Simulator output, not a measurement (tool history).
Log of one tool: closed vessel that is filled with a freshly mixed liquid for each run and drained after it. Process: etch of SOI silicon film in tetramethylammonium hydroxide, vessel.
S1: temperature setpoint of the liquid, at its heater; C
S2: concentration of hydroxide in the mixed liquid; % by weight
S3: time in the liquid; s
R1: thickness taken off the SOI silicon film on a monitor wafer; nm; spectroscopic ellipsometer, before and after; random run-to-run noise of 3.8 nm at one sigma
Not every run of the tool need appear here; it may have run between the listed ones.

{"run": 1, "hour": 0.0, "S1": 71, "S2": 18.5, "S3": 105, "R1": 632.6}
{"run": 2, "hour": 3.7, "S1": 68.5, "S2": 18.5, "S3": 105, "R1": 542.4}
{"run": 3, "hour": 10.3, "S1": 67, "S2": 18.5, "S3": 105, "R1": 491.91}
{"run": 4, "hour": 11.6, "S1": 66, "S2": 18.5, "S3": 105, "R1": 465.32}
{"run": 5, "hour": 17.0, "S1": 68.5, "S2": 18.5, "S3": 105, "R1": 547}
{"run": 6, "hour": 22.2, "S1": 67, "S2": 18.5, "S3": 105, "R1": 493.82}

What does the tool deliver on the next run?
{"run": 7, "hour": 24.6, "S1": 66, "S2": 18.5, "S3": 105, "R1": "?"}

R1: 468.96 nm
